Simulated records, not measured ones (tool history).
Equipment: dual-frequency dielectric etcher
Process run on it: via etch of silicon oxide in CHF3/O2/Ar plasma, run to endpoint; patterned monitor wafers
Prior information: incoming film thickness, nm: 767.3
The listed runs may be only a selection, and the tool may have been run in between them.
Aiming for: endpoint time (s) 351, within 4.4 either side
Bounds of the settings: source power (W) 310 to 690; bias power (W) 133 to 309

run  hour  source power (W)  bias power (W)  endpoint time (s)
  1     0               500             221             390.48
  2   2.8               540             223             382.45
  3     5               510             223             389.67
  4  11.9               510             204             399.56
  5  20.8               570             204             384.33
  6  22.5               570             219             374.78
  7  30.7               600             220             368.19
  8  36.5               620             221             364.97
  9  41.7               640             222             359.88
 10  45.1               640             222             360.69
 11  51.2               650             223             355.49
 12  53.1               660             223             355.31

Which single option among these 5 for the next run brings every result within its allowed miss of target? Just one does.
  A    55               610             251                  ?
  B    55               690             203                  ?
  C    55               640             226                  ?
  D    55               610             228                  ?
  E    55               680             207                  ?

move  endpoint time (s)
   A             349.81
   B             362.54
   C             357.77
   D             362.36
   E             361.81
A: each result inside its tolerance
B: lands further from the targets than the last run did
C: lands further from the targets than the last run did
D: lands further from the targets than the last run did
E: lands further from the targets than the last run did
So the answer is move A, the one that meets all the targets.
